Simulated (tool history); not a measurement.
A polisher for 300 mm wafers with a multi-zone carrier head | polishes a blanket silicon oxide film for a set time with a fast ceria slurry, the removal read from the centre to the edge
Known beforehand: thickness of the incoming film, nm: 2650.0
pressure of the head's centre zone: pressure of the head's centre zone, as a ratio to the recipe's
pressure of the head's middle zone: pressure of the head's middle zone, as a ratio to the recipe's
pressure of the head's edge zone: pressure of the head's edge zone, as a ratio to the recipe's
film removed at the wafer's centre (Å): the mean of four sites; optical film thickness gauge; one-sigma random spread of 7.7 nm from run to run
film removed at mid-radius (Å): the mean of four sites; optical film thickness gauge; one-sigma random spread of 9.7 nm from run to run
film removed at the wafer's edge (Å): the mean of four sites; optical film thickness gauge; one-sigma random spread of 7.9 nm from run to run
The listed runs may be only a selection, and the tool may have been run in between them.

| run | day | flow of slurry (ml/min) | pressure of the head's centre zone | pressure of the head's middle zone | pressure of the head's edge zone | polishing time (s) | film removed at the wafer's centre (Å) | film removed at mid-radius (Å) | film removed at the wafer's edge (Å) |
|---|---|---|---|---|---|---|---|---|---|
| 1 | 0.000 | 245 | 1.00 | 1.00 | 1.00 | 40 | 10193.0 | 9444.2 | 9356.3 |
| 2 | 0.254 | 230 | 0.94 | 1.03 | 1.04 | 35 | 8190.8 | 8329.8 | 8205.5 |
| 3 | 0.483 | 220 | 0.90 | 1.05 | 1.07 | 32 | 7113.0 | 7725.8 | 7692.3 |
| 4 | 0.554 | 220 | 0.97 | 1.05 | 1.07 | 32 | 7491.9 | 7868.3 | 7674.8 |
|  | 0.917 | centre zone pressure recalibrated |
| 5 | 0.917 | 210 | 0.93 | 1.07 | 1.09 | 30 | 6601.2 | 7398.7 | 7255.2 |
| 6 | 1.208 | 210 | 0.93 | 1.07 | 1.09 | 40 | 8392.4 | 10074.0 | 9559.0 |

Run 7 has not been measured yet. What should we expect?
| 7 | 1.312 | 200 | 0.90 | 1.08 | 1.10 | 36 | ? | ? | ? |

Run 7 measured film removed at the wafer's centre (Å) 7482.2, film removed at mid-radius (Å) 8780.4, film removed at the wafer's edge (Å) 8586.4.
